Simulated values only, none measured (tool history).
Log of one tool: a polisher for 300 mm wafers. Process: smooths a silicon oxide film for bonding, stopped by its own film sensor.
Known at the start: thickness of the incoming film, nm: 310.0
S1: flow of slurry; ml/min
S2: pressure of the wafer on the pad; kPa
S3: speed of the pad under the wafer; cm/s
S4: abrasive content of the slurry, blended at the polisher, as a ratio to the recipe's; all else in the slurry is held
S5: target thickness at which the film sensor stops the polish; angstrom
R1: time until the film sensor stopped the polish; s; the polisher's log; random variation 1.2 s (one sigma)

Run 1, hour 0.0: S1 210 ml/min, S2 9.7 kPa, S3 70 cm/s, S4 1.0, S5 2900 angstrom. Result: R1 52.033 s.
Run 2, hour 3.4: S1 210 ml/min, S2 9.0 kPa, S3 70 cm/s, S4 1.0, S5 2900 angstrom. Result: R1 55.248 s.
Run 3, hour 5.0: S1 160 ml/min, S2 9.0 kPa, S3 70 cm/s, S4 1.0, S5 2900 angstrom. Result: R1 56.164 s.
Run 4, hour 6.8: S1 160 ml/min, S2 8.3 kPa, S3 70 cm/s, S4 1.0, S5 2900 angstrom. Result: R1 60.178 s.
Run 5, hour 10.8: S1 160 ml/min, S2 8.3 kPa, S3 70 cm/s, S4 1.0, S5 2920 angstrom. Result: R1 54.427 s.
Run 6, hour 17.2: S1 160 ml/min, S2 8.3 kPa, S3 70 cm/s, S4 1.1, S5 2920 angstrom. Result: R1 50.932 s.
Run 7, hour 21.1: S1 160 ml/min, S2 7.6 kPa, S3 66 cm/s, S4 1.1, S5 2920 angstrom. Result: R1 56.841 s.

Run 8 comes next. What will it give?
Run 8, hour 22.5: S1 160 ml/min, S2 6.9 kPa, S3 62 cm/s, S4 1.1, S5 2920 angstrom. Result: R1 ?.

Run 8 gave R1 63.792 s.
